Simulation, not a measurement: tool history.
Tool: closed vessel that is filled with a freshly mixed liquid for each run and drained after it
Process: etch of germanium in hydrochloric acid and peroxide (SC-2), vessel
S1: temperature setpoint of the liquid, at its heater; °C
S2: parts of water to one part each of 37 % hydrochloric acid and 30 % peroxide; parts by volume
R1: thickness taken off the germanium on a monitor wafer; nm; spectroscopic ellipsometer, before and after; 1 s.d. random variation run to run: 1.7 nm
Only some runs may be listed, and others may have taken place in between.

Run 1, day 0.000: S1 62.0 °C, S2 7.5 parts by volume, time in the liquid (s) 90. Result: R1 396.53 nm.
Run 2, day 0.042: S1 62.0 °C, S2 5.0 parts by volume, time in the liquid (s) 90. Result: R1 400.20 nm.
Run 3, day 0.196: S1 62.0 °C, S2 4.0 parts by volume, time in the liquid (s) 90. Result: R1 402.79 nm.
Run 4, day 0.500: S1 62.0 °C, S2 4.0 parts by volume, time in the liquid (s) 90. Result: R1 402.72 nm.
Run 5, day 0.600: S1 62.0 °C, S2 4.0 parts by volume, time in the liquid (s) 95. Result: R1 426.91 nm.
Run 6, day 0.671: S1 62.0 °C, S2 4.0 parts by volume, time in the liquid (s) 95. Result: R1 427.84 nm.

Forecast run 7:
Run 7, day 0.783: S1 59.5 °C, S2 4.0 parts by volume, time in the liquid (s) 95. Result: R1 ?.

{"run 7": {"R1": 393.6}}
